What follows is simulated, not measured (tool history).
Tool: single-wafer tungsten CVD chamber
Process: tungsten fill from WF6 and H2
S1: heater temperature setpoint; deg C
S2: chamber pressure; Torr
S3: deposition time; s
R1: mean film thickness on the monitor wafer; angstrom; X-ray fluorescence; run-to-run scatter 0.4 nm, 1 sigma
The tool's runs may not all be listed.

run    day   S1    S2    S3      R1
  1      0  395  43.9  36.5  1076.1
  2    0.1  393  43.8  36.5  1033.2
  3  0.421  391  43.8  36.5  990.96
  4  0.471  395  43.8  36.5  1075.1
  5   0.55  400  43.8  36.5  1200.4
  6  0.579  391  43.8  36.5  986.32
  7  0.946  390  43.8  36.5  974.93
  8  1.217  389  43.8  36.5  943.86
  9  1.558  388  43.8  36.5  916.82

The next listed run, before its measurement:
 10  1.808  387  43.8  36.5   ?

R1: 906.46 angstrom

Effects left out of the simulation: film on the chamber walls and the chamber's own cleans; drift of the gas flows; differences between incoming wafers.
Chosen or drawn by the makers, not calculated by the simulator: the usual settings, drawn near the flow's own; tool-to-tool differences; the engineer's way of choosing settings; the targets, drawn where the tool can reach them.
